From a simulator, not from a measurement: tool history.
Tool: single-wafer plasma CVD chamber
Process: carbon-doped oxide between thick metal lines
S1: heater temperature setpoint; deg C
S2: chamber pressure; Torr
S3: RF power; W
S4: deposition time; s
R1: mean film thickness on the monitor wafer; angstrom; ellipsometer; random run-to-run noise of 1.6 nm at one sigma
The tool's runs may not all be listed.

| run | hour | S1 | S2 | S3 | S4 | R1 |
|---|---|---|---|---|---|---|
| 1 | 0.0 | 365 | 3.52 | 575 | 181 | 9149.1 |
| 2 | 4.9 | 368 | 3.24 | 565 | 181 | 8966.7 |
| 3 | 5.8 | 370 | 3.08 | 550 | 181 | 8707.2 |
| 4 | 10.3 | 372 | 2.89 | 545 | 181 | 8640.3 |
| 5 | 16.7 | 372 | 2.89 | 545 | 181 | 8611.3 |
| 6 | 22.4 | 374 | 2.75 | 535 | 181 | 8453.8 |
| 7 | 27.5 | 376 | 2.63 | 530 | 181 | 8366.9 |
| 8 | 34.5 | 377 | 2.53 | 525 | 181 | 8302.7 |

Expected results for the next run?
| 9 | 36.9 | 378 | 2.45 | 520 | 181 | ? |

Run 9 came out at R1 8187.2 angstrom.
